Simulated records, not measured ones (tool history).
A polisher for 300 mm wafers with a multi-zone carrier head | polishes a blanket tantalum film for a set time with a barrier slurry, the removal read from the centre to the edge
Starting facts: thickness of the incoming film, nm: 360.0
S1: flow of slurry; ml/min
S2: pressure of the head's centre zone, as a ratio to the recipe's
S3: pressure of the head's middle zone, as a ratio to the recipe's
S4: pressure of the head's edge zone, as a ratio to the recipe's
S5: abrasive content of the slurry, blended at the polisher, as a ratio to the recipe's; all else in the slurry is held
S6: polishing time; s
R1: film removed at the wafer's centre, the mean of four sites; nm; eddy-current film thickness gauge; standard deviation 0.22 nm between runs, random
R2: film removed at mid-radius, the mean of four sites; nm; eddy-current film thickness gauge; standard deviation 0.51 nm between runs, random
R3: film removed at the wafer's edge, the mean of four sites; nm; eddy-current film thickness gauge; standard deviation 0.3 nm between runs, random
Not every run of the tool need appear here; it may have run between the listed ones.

{"run": 1, "hour": 0.0, "S1": 310, "S2": 1.0, "S3": 1.0, "S4": 1.0, "S5": 1.0, "S6": 34, "R1": 47.002, "R2": 46.74, "R3": 47.315}
{"run": 2, "hour": 6.5, "S1": 315, "S2": 1.0, "S3": 1.02, "S4": 0.96, "S5": 0.85, "S6": 32, "R1": 40.722, "R2": 41.831, "R3": 40.439}
{"run": 3, "hour": 15.2, "S1": 320, "S2": 1.0, "S3": 1.03, "S4": 0.93, "S5": 0.75, "S6": 31, "R1": 37.325, "R2": 38.412, "R3": 36.204}
{"run": 4, "hour": 16.9, "S1": 320, "S2": 0.94, "S3": 1.03, "S4": 0.93, "S5": 0.75, "S6": 31, "R1": 34.983, "R2": 38.807, "R3": 36.723}
{"run": 5, "hour": 23.6, "S1": 320, "S2": 0.94, "S3": 1.07, "S4": 0.93, "S5": 0.75, "S6": 31, "R1": 35.205, "R2": 39.486, "R3": 36.326}
{"run": 6, "hour": 27.3, "S1": 320, "S2": 0.94, "S3": 1.07, "S4": 0.93, "S5": 0.85, "S6": 31, "R1": 37.77, "R2": 42.323, "R3": 38.228}

For run 7, what comes out?
{"hour": 35.9, "done": "slurry nozzle cleaned"}
{"run": 7, "hour": 35.9, "S1": 325, "S2": 0.95, "S3": 1.07, "S4": 0.91, "S5": 0.75, "S6": 31, "R1": "?", "R2": "?", "R3": "?"}

R1: 36.239 nm
R2: 40.634 nm
R3: 37.229 nm
